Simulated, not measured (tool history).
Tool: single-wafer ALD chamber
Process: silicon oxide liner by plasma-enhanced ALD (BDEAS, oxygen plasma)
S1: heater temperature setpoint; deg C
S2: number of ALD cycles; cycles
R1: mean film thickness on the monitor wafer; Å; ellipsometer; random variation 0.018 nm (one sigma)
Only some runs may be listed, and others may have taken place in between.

{"run": 1, "day": 0.0, "S1": 320, "S2": 39, "R1": 33.998}
{"run": 2, "day": 0.054, "S1": 320, "S2": 40, "R1": 35.312}
{"run": 3, "day": 0.179, "S1": 320, "S2": 41, "R1": 36.168}
{"run": 4, "day": 0.471, "S1": 328, "S2": 41, "R1": 35.582}
{"run": 5, "day": 0.771, "S1": 328, "S2": 42, "R1": 36.373}
{"run": 6, "day": 0.892, "S1": 327, "S2": 42, "R1": 36.268}
{"run": 7, "day": 1.088, "S1": 326, "S2": 42, "R1": 36.53}
{"run": 8, "day": 1.117, "S1": 325, "S2": 42, "R1": 36.473}
{"run": 9, "day": 1.404, "S1": 325, "S2": 43, "R1": 37.813}

What will run 10 give?
{"run": 10, "day": 1.717, "S1": 324, "S2": 43, "R1": "?"}

R1: 37.505 Å
